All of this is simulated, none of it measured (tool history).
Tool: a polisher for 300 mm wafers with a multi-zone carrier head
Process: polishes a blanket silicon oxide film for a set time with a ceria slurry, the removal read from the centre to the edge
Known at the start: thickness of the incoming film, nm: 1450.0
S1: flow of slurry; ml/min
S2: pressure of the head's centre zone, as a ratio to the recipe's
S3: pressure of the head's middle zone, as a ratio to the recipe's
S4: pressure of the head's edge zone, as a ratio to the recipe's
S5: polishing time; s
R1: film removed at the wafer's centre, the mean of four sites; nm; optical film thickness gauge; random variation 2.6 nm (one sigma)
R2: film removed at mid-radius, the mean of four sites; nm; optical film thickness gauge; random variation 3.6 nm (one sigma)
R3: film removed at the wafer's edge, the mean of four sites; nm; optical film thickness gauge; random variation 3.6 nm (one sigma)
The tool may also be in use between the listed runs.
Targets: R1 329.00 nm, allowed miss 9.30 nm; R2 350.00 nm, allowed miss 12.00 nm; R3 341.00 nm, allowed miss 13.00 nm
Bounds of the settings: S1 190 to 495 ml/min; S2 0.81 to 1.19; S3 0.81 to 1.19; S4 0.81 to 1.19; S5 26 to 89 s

{"run": 1, "day": 0.0, "S1": 320, "S2": 1.0, "S3": 1.0, "S4": 1.0, "S5": 57, "R1": 295.21, "R2": 295.36, "R3": 299.6}
{"run": 2, "day": 0.162, "S1": 320, "S2": 1.0, "S3": 1.0, "S4": 1.08, "S5": 57, "R1": 296.22, "R2": 296.43, "R3": 308.44}
{"run": 3, "day": 0.233, "S1": 320, "S2": 1.0, "S3": 1.0, "S4": 1.08, "S5": 69, "R1": 361.51, "R2": 361.65, "R3": 369.4}
{"run": 4, "day": 0.592, "S1": 320, "S2": 1.0, "S3": 1.0, "S4": 1.07, "S5": 69, "R1": 363.07, "R2": 361.46, "R3": 368.28}
{"run": 5, "day": 0.846, "S1": 320, "S2": 0.99, "S3": 1.0, "S4": 1.06, "S5": 69, "R1": 356.17, "R2": 360.11, "R3": 365.85}
{"run": 6, "day": 0.971, "S1": 320, "S2": 1.06, "S3": 1.0, "S4": 1.06, "S5": 69, "R1": 377.79, "R2": 363.21, "R3": 367.48}
{"run": 7, "day": 1.025, "S1": 320, "S2": 1.05, "S3": 1.0, "S4": 1.05, "S5": 69, "R1": 375.52, "R2": 366.71, "R3": 361.37}
{"run": 8, "day": 1.196, "S1": 315, "S2": 1.04, "S3": 1.0, "S4": 1.04, "S5": 69, "R1": 374.73, "R2": 356.57, "R3": 357.14}
{"run": 9, "day": 1.525, "S1": 310, "S2": 1.03, "S3": 1.0, "S4": 1.04, "S5": 69, "R1": 364.49, "R2": 365.05, "R3": 364.97}

Which of these 4 next moves meets every target?
{"run": "A", "day": 1.854, "S1": 320, "S2": 0.99, "S3": 0.81, "S4": 1.09, "S5": 69, "R1": "?", "R2": "?", "R3": "?"}
{"run": "B", "day": 1.854, "S1": 335, "S2": 1.04, "S3": 1.02, "S4": 0.99, "S5": 61, "R1": "?", "R2": "?", "R3": "?"}
{"run": "C", "day": 1.854, "S1": 190, "S2": 0.93, "S3": 1.15, "S4": 0.93, "S5": 71, "R1": "?", "R2": "?", "R3": "?"}
{"run": "D", "day": 1.854, "S1": 255, "S2": 1.01, "S3": 1.07, "S4": 1.07, "S5": 65, "R1": "?", "R2": "?", "R3": "?"}

move=A R1=348.41 R2=310.58 R3=371.58
move=B R1=325.67 R2=320.13 R3=317.21
move=C R1=310.85 R2=374.50 R3=340.04
move=D R1=325.78 R2=341.73 R3=339.73
A: nearer than the last run, and not there yet
B: brings the result that was furthest off to its target, and leaves another outside
C: takes the result that was furthest off past its target
D: meets every target
Move D is the one to make.
